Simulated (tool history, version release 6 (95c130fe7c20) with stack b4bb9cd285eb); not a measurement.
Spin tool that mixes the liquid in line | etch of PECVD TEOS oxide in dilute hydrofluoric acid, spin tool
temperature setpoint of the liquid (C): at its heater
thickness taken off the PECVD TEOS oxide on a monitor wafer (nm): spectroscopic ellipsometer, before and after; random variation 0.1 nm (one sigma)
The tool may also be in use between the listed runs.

| run | hour | temperature setpoint of the liquid (C) | parts of water to one part of 49 % hydrofluoric acid (parts by volume) | time under the liquid (s) | thickness taken off the PECVD TEOS oxide on a monitor wafer (nm) |
|---|---|---|---|---|---|
| 1 | 0 | 25 | 100 | 55 | 12.75 |
| 2 | 4.6 | 22 | 100 | 55 | 11.321 |
| 3 | 11.4 | 22 | 115 | 55 | 9.6984 |
| 4 | 17.2 | 20 | 115 | 55 | 8.9904 |
| 5 | 19.1 | 20 | 115 | 55 | 8.9973 |
| 6 | 26.5 | 20 | 115 | 55 | 8.8958 |
| 7 | 28.5 | 24 | 110 | 55 | 11.014 |
| 8 | 34.7 | 26.5 | 110 | 55 | 12.101 |

The next listed run, before its measurement:
| 9 | 36.3 | 28.5 | 110 | 55 | ? |

Run 9 gave thickness taken off the PECVD TEOS oxide on a monitor wafer (nm) 12.966.
